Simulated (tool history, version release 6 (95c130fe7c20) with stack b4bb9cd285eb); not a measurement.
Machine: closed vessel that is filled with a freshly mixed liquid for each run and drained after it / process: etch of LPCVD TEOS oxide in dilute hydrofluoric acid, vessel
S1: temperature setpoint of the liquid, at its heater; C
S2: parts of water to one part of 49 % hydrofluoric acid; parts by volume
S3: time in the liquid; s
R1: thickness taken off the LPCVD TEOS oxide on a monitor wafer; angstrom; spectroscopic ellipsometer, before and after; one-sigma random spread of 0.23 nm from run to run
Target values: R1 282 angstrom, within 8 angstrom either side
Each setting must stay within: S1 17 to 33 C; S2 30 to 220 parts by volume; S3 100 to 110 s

run	hour	S1	S2	S3	R1
1	0	25	125	100	493.08
2	2.2	25	100	100	625.6
3	7.5	24	105	100	576.63
4	12.6	24	135	100	427.9
5	13.3	23.5	135	100	427.43
6	17.9	23	140	100	397.09
7	25.6	22.5	140	100	385.54
8	26.7	22	140	100	386.62
9	35	22	140	100	379.61
10	36.8	21.5	140	100	377.82

Consider the 4 candidate settings below. Which is the only one whose results all fall within their allowed miss of target?
A	38.6	22	140	110	?
B	38.6	21	100	110	?
C	38.6	19	180	110	?
D	38.6	22	110	100	?

move	R1
A	426.85
B	600.56
C	282.98
D	510.88
A: the biggest miss grows against the last run
B: the biggest miss grows against the last run
C: all results in spec
D: the biggest miss grows against the last run
Move C is the one to make.

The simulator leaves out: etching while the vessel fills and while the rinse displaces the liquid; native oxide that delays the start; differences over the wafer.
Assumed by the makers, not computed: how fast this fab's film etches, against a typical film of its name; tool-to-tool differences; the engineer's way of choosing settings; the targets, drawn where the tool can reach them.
